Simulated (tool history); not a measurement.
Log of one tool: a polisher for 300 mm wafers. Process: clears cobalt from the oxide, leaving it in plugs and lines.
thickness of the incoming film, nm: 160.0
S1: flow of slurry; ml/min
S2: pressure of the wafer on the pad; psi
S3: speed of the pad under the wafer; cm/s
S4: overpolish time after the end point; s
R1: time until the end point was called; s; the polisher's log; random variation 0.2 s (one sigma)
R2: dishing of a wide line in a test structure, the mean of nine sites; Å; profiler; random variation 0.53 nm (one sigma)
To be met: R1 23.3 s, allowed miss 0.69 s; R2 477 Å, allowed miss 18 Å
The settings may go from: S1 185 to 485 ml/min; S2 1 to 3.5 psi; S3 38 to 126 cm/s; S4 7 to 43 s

run	hour	S1	S2	S3	S4	R1	R2
1	0	310	2.2	82	22	31.465	451.2
2	7.4	310	2.3	82	22	30.227	459.91
3	12.2	310	2.4	82	22	29.17	479.27
4	13	310	2.4	82	30	28.943	503.04
5	15	250	2.4	82	30	29.736	495.63
6	22.7	255	2.5	82	28	28.103	501.86
7	29.4	255	2.6	82	26	27.441	502.48
8	36.1	260	2.6	82	24	27.488	488.08
9	41.4	270	2.7	82	23	26.443	482.89
10	48.1	275	2.7	82	22	26.586	478.37

4 next moves are on the table. One of them brings every result within its allowed miss. Which?
A	54.8	320	2.5	78	22	?	?
B	54.8	255	3	84	18	?	?
C	54.8	315	2.6	90	16	?	?
D	54.8	265	2.8	84	21	?	?

move	R1	R2
A	29.193	471.12
B	23.293	472.95
C	24.491	450.96
D	24.805	483.54
A: further off than the last run
B: meets every target
C: nearer than the last run, and not there yet
D: nearer than the last run, and not there yet
Move B is the one to make.

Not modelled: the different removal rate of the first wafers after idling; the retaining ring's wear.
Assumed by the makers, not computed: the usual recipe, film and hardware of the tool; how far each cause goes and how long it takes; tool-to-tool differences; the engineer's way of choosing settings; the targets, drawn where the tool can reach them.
